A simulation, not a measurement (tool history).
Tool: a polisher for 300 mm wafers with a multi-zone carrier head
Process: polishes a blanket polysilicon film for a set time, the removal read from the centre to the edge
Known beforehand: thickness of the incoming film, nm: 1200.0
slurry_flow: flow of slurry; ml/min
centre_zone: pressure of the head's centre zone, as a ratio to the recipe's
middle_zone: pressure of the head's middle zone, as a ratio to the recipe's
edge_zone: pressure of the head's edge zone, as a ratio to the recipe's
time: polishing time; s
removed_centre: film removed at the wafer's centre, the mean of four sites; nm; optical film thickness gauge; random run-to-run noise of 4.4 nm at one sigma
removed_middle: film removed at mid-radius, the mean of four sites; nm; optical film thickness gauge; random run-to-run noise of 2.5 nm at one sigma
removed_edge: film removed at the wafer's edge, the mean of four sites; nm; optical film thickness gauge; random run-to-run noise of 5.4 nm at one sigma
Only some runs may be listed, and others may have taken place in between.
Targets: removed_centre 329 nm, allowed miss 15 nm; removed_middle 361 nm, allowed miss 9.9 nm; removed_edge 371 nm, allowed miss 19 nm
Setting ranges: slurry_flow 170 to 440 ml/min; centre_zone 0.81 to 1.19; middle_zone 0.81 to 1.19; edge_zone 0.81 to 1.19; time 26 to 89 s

run    day  slurry_flow  centre_zone  middle_zone  edge_zone  time  removed_centre  removed_middle  removed_edge
  1      0          280            1            1          1    57           294.9          304.61        291.16
  2  0.312          280            1            1          1    44          227.82          233.96        220.61
  3  0.517          345            1            1          1    44          228.73          237.72        226.18
  4  0.675          350            1            1       1.02    46          245.39          247.67        244.16
  5  0.746          350            1            1       1.02    59          313.39          325.57        313.19
  6  0.912          350            1            1       0.99    59          311.01          320.42        302.32
  7  1.129          350            1         1.01       1.01    59          306.77          321.76        299.99
  8  1.379          350         0.99         1.01       1.02    60          311.59          330.44         310.1
  9  1.704          350         0.98         1.01       1.04    61          319.69          337.76        324.25
 10  1.954          350         0.97         1.01       1.05    61          312.86          336.09        314.35

5 next moves are on the table. One of them brings every result within its allowed miss. Which?
  A  2.204          290         0.93         1.03       1.05    60               ?               ?             ?
  B  2.204          345         1.06         1.01       0.97    66               ?               ?             ?
  C  2.204          265         1.01         1.02       0.92    71               ?               ?             ?
  D  2.204          315         1.05         1.08       0.91    68               ?               ?             ?
  E  2.204          340         0.89         0.95       1.13    69               ?               ?             ?

move  removed_centre  removed_middle  removed_edge
   A          290.34          325.97        309.38
   B          371.31          358.54        331.87
   C          369.07          378.52           341
   D          375.55          387.79        329.39
   E          324.88          355.78        374.06
A: lands further from the targets than the last run did
B: moves toward the targets from the last run without getting all of them in spec
C: moves toward the targets from the last run without getting all of them in spec
D: no nearer and no further than the last run
E: meets every target
The right move is E.

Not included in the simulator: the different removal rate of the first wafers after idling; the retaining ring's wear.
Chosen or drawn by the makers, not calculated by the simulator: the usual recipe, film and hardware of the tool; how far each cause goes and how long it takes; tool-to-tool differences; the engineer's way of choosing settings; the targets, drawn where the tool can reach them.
